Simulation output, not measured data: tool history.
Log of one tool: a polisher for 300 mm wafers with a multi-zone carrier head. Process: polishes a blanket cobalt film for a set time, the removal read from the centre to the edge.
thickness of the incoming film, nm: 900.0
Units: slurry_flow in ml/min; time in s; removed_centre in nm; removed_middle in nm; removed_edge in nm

run	hour	slurry_flow	centre_zone	middle_zone	edge_zone	time	removed_centre	removed_middle	removed_edge
1	0	225	1	1	1	43	350.36	393.94	384.14
2	5.9	225	1	1	1	50	405.32	457.9	445.88
3	7.7	230	1	1	1.02	50	412.46	448.42	447.8
4	14.6	230	0.99	1	1.03	50	409.97	454.51	451.7
5	21.5	230	0.99	1	1.03	56	454.97	512.25	506.12
6	25	195	0.99	1	1.03	56	443.6	498.29	502.45
7	32	190	0.99	0.99	1.02	56	439.5	489.32	492
8	40.5	190	0.99	0.99	1.02	56	442.44	493.31	493.39

Run 9 comes next. What will it give?
9	41.3	180	0.98	0.98	1.02	56	?	?	?

removed_centre: 436.62 nm
removed_middle: 488.02 nm
removed_edge: 486.64 nm
